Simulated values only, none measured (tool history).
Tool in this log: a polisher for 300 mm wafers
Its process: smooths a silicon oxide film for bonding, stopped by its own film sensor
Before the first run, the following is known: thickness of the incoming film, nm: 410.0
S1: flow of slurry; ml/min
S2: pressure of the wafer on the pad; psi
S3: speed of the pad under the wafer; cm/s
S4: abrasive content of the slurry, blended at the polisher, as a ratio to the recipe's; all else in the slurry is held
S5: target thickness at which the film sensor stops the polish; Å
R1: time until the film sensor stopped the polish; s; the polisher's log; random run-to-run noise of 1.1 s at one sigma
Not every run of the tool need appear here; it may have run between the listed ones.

run	hour	S1	S2	S3	S4	S5	R1
1	0	240	1.6	92	1	3800	60.738
2	4.4	240	1.6	76	1	3800	67.959
3	6	240	1.4	76	1	3800	75.617
4	9.3	240	1.4	94	1	3800	67.859
5	16.9	240	1.4	74	1	3800	76.234
6	23.9	240	1.4	74	1.2	3800	70.105
7	27	240	1.3	74	1.2	3800	73.797
8	32.1	240	1.2	74	1.2	3800	78.517

Run 9, settings as shown, results not yet in. Your forecast:
# hour 40.1: head pressure recalibrated
9	40.1	240	1.1	74	1.2	3800	?

R1: 88.744 s

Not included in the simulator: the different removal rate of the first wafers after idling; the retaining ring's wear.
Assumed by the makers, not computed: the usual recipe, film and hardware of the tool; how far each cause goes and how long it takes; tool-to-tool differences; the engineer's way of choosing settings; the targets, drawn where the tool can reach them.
